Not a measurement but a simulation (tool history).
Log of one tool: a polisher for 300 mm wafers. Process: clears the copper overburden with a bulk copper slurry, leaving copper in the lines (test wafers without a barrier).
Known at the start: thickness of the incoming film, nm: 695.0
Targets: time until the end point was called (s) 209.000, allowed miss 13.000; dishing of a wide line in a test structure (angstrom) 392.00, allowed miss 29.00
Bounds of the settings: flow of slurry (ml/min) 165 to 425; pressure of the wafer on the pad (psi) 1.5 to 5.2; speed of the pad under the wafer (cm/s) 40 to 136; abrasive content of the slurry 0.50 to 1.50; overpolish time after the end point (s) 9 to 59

run	hour	flow of slurry (ml/min)	pressure of the wafer on the pad (psi)	speed of the pad under the wafer (cm/s)	abrasive content of the slurry	overpolish time after the end point (s)	time until the end point was called (s)	dishing of a wide line in a test structure (angstrom)
1	0.0	275	3.3	88	1.00	30	83.975	476.82
2	8.5	310	3.3	88	1.00	30	79.428	495.86
3	12.7	370	3.3	88	1.00	30	80.101	481.06
4	13.5	370	3.3	88	0.85	30	86.498	489.43
# hour 19.5: head pressure recalibrated
5	19.5	370	2.9	80	0.90	26	108.070	470.41
6	24.8	425	2.9	80	0.90	26	112.780	461.96
7	26.5	425	2.6	78	0.95	23	121.300	424.61
8	32.6	415	1.6	54	0.80	33	252.210	376.73

4 next moves are on the table. One of them brings every result within its allowed miss. Which?
A	38.7	320	3.7	40	0.50	56	?	?
B	38.7	345	1.6	70	0.90	29	?	?
C	38.7	395	2.0	60	1.05	41	?	?
D	38.7	405	2.5	52	0.75	35	?	?

move	time until the end point was called (s)	dishing of a wide line in a test structure (angstrom)
A	173.810	498.27
B	205.340	396.86
C	183.650	455.80
D	182.470	447.83
A: takes the result that was furthest off past its target
B: meets every target
C: takes the result that was furthest off past its target
D: takes the result that was furthest off past its target
The right move is B.
